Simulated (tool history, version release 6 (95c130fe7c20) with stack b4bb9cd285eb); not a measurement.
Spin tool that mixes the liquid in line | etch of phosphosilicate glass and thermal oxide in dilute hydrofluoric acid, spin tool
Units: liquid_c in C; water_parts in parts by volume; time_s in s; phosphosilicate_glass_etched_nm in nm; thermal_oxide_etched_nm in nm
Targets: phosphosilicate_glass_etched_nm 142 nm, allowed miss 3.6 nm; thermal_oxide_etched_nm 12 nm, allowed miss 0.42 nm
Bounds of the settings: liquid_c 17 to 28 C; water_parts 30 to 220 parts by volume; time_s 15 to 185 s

run   hour  liquid_c  water_parts  time_s  phosphosilicate_glass_etched_nm  thermal_oxide_etched_nm
  1      0        20          125      95                               36                   3.0487
  2    8.5        20          125      75                           28.542                   2.4105
  3   11.2        20          125      90                           34.028                   2.8978
  4     19      21.5          105      95                           46.507                    3.921
  5   23.1      21.5           90      95                           55.259                    4.692
  6   26.9      22.5           80      95                           65.839                   5.5072
  7   34.3      23.5           70      95                           78.415                   6.6968
  8   42.5      27.5           30     100                           241.36                   20.394
  9   43.9      27.5           30     100                           243.48                   20.606
 10   52.4      26.5           30     100                           231.46                   19.402
 11   53.8      25.5           30     100                              223                   19.238
 12   55.7      24.5           30     100                           213.67                   17.789
 13   56.5        22           70     100                           78.356                   6.5996
 14     62        23           70     100                           82.042                   6.8785
 15   70.2        24           70     100                           85.165                   7.2484
 16   76.1      27.5           30     105                           255.03                   21.333
 17   84.6      25.5           30     105                           233.99                   19.715
 18   87.5        24           30     105                           218.96                   18.626
 19     96        23           30     105                           209.71                   17.671
 20     98        22           30     105                           201.86                   16.956
 21  105.7        21           30     105                           193.06                   16.303
 22    114      20.5           30     105                           186.89                   16.094

Which of these 4 next moves meets every target?
  A  122.3      23.5           45     105                                ?                        ?
  B  122.3        17           35     115                                ?                        ?
  C  122.3        21           40     110                                ?                        ?
  D  122.3        17           30     100                                ?                        ?

move  phosphosilicate_glass_etched_nm  thermal_oxide_etched_nm
   A                           140.15                   11.887
   B                           151.36                   12.838
   C                           149.68                   12.695
   D                           154.41                   13.096
A: meets every target
B: nearer than the last run, and not there yet
C: nearer than the last run, and not there yet
D: nearer than the last run, and not there yet
The right move is A.
